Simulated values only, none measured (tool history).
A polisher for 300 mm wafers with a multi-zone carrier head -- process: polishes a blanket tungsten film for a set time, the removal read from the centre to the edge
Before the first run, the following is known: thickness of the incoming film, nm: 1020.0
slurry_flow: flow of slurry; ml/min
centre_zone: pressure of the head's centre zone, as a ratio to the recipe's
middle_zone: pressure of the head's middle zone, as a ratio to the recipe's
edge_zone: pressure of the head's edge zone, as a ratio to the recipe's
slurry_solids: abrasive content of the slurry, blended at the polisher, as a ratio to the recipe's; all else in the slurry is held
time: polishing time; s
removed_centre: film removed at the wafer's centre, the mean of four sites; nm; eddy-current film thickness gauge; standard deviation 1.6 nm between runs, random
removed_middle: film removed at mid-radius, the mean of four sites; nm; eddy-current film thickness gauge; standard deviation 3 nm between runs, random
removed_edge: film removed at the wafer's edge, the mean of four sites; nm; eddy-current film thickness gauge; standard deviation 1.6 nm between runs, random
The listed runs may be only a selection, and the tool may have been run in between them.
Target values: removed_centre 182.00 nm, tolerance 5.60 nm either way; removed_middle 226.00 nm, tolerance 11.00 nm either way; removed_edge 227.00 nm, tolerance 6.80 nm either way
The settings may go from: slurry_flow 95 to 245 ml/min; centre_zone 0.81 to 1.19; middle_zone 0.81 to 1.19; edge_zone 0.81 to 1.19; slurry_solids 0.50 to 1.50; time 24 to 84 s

| run | hour | slurry_flow | centre_zone | middle_zone | edge_zone | slurry_solids | time | removed_centre | removed_middle | removed_edge |
|---|---|---|---|---|---|---|---|---|---|---|
| 1 | 0.0 | 155 | 1.00 | 1.00 | 1.00 | 1.00 | 54 | 256.24 | 260.48 | 258.42 |
| 2 | 3.9 | 145 | 0.97 | 1.00 | 1.00 | 0.95 | 54 | 246.76 | 249.45 | 253.80 |
| 3 | 8.0 | 145 | 0.97 | 1.00 | 1.00 | 0.95 | 49 | 224.48 | 225.98 | 229.91 |
| 4 | 9.5 | 140 | 0.94 | 1.02 | 1.02 | 0.95 | 49 | 216.74 | 231.59 | 226.28 |
| 5 | 15.2 | 130 | 0.92 | 1.02 | 1.05 | 0.95 | 49 | 208.61 | 235.04 | 231.38 |
| 6 | 17.2 | 125 | 0.90 | 1.02 | 1.05 | 0.95 | 49 | 201.65 | 230.25 | 230.23 |
| 7 | 21.3 | 120 | 0.89 | 1.02 | 1.05 | 0.95 | 49 | 197.62 | 229.98 | 226.01 |
| 8 | 27.3 | 115 | 0.88 | 1.02 | 1.06 | 0.95 | 49 | 191.61 | 216.78 | 229.35 |
| 9 | 28.3 | 115 | 0.87 | 1.03 | 1.06 | 0.95 | 49 | 190.29 | 226.29 | 228.56 |
| 10 | 29.5 | 115 | 0.87 | 1.03 | 1.06 | 0.95 | 49 | 188.06 | 229.87 | 226.53 |

Which of these 4 next moves meets every target?
| A | 30.7 | 125 | 0.85 | 1.03 | 1.10 | 0.95 | 52 | ? | ? | ? |
| B | 30.7 | 95 | 0.92 | 0.99 | 1.03 | 1.00 | 46 | ? | ? | ? |
| C | 30.7 | 120 | 0.85 | 1.05 | 1.12 | 0.90 | 48 | ? | ? | ? |
| D | 30.7 | 165 | 0.82 | 1.10 | 1.08 | 0.85 | 48 | ? | ? | ? |

| move | removed_centre | removed_middle | removed_edge |
|---|---|---|---|
| A | 198.70 | 245.32 | 252.27 |
| B | 181.36 | 201.74 | 211.91 |
| C | 179.92 | 225.77 | 230.78 |
| D | 181.96 | 244.16 | 233.09 |
A: lands further from the targets than the last run did
B: puts the biggest miss on target and leaves a different result outside tolerance
C: each result inside its tolerance
D: puts the biggest miss on target and leaves a different result outside tolerance
Answer: C
